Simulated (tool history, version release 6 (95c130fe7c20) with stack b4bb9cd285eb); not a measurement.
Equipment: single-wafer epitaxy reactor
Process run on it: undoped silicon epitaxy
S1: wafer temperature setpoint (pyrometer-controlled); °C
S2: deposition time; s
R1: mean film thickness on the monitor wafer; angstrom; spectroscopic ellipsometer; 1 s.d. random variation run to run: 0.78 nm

run	hour	S1	S2	R1
1	0	675	543	1599.9
2	1	674	543	1565.4
3	7.4	674	613	1759.4
4	13.2	682	613	2052.9
5	17.9	682	644	2168.3
6	23.5	682	687	2288.4
7	30.9	678	685	2130.6
8	39.2	674	684	1966.7
9	39.7	671	683	1870.7
10	43.4	668	682	1766

Expected results for the next run?
11	50	666	681	?

Run 11 gave R1 1709.1 angstrom.

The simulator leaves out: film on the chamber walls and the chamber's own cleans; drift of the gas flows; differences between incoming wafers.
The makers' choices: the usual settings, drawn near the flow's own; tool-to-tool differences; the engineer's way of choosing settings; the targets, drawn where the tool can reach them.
